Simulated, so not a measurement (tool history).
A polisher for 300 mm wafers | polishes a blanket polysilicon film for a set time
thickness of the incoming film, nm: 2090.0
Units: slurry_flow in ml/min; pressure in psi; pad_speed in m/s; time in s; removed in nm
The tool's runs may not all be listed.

{"run": 1, "hour": 0.0, "slurry_flow": 250, "pressure": 3.0, "pad_speed": 0.92, "time": 104, "removed": 772.29}
{"run": 2, "hour": 7.2, "slurry_flow": 250, "pressure": 3.6, "pad_speed": 0.92, "time": 104, "removed": 913.11}
{"run": 3, "hour": 8.1, "slurry_flow": 250, "pressure": 3.6, "pad_speed": 1.12, "time": 104, "removed": 1114.2}
{"run": 4, "hour": 10.5, "slurry_flow": 250, "pressure": 3.6, "pad_speed": 1.12, "time": 109, "removed": 1177.9}
{"run": 5, "hour": 19.3, "slurry_flow": 310, "pressure": 3.6, "pad_speed": 1.12, "time": 109, "removed": 1189.3}
{"run": 6, "hour": 24.3, "slurry_flow": 310, "pressure": 4.0, "pad_speed": 1.12, "time": 109, "removed": 1324.9}
{"run": 7, "hour": 30.6, "slurry_flow": 310, "pressure": 3.9, "pad_speed": 1.12, "time": 109, "removed": 1296.0}

Run 8 comes next. What will it give?
{"run": 8, "hour": 35.5, "slurry_flow": 310, "pressure": 3.8, "pad_speed": 1.12, "time": 109, "removed": "?"}

{"run 8": {"removed": 1253.5}}

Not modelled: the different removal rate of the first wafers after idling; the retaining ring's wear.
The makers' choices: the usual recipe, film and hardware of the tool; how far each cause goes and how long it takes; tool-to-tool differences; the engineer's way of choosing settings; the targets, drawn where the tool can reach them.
